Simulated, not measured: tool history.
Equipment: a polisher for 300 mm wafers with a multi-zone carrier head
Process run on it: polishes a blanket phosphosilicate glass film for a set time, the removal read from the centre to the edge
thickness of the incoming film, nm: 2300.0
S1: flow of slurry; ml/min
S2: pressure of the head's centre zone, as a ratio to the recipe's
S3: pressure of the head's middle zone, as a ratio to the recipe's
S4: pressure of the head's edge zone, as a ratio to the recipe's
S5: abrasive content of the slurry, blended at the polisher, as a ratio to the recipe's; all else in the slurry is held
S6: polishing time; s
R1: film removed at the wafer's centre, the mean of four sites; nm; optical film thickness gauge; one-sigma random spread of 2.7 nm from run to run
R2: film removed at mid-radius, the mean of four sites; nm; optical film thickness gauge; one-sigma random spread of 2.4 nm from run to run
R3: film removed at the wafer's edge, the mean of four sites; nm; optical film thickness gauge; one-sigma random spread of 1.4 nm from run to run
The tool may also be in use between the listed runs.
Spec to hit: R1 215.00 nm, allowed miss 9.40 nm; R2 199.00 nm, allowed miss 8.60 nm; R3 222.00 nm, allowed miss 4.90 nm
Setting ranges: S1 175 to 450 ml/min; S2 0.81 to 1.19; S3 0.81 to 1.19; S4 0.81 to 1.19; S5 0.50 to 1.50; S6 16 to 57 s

run	hour	S1	S2	S3	S4	S5	S6	R1	R2	R3
1	0.0	290	1.00	1.00	1.00	1.00	36	368.32	364.09	372.85
2	7.1	240	1.00	1.00	1.00	1.00	36	359.03	356.47	369.49
3	15.8	240	1.00	1.06	1.00	1.00	36	362.18	373.44	363.33
4	21.5	240	1.00	1.12	1.00	1.00	36	367.76	394.10	360.63
5	27.7	240	1.04	1.12	1.00	1.00	36	373.57	397.00	366.21
6	32.4	240	0.99	1.12	1.00	1.00	36	357.83	385.20	367.42
7	38.6	235	0.97	1.03	0.97	0.85	33	281.89	305.39	299.62
8	46.8	230	1.00	0.96	0.95	0.75	32	264.25	260.87	263.49
9	49.4	215	0.99	0.91	0.94	0.70	32	247.11	240.89	250.61

Which of these 4 next moves meets every target?
A	52.0	245	0.96	0.84	0.95	0.60	31	?	?	?
B	52.0	210	1.03	1.04	0.87	0.75	27	?	?	?
C	52.0	205	0.94	0.92	0.87	0.75	28	?	?	?
D	52.0	230	0.99	1.02	0.87	0.65	29	?	?	?

move	R1	R2	R3
A	211.38	197.22	223.23
B	227.26	227.63	215.77
C	213.83	216.69	223.38
D	215.18	221.09	211.60
A: every result lands within tolerance
B: carries the result that was furthest off beyond its target, to the other side
C: brings the last run's worst result on target, with another outside its allowed miss
D: carries the result that was furthest off beyond its target, to the other side
The move that meets every target is A.

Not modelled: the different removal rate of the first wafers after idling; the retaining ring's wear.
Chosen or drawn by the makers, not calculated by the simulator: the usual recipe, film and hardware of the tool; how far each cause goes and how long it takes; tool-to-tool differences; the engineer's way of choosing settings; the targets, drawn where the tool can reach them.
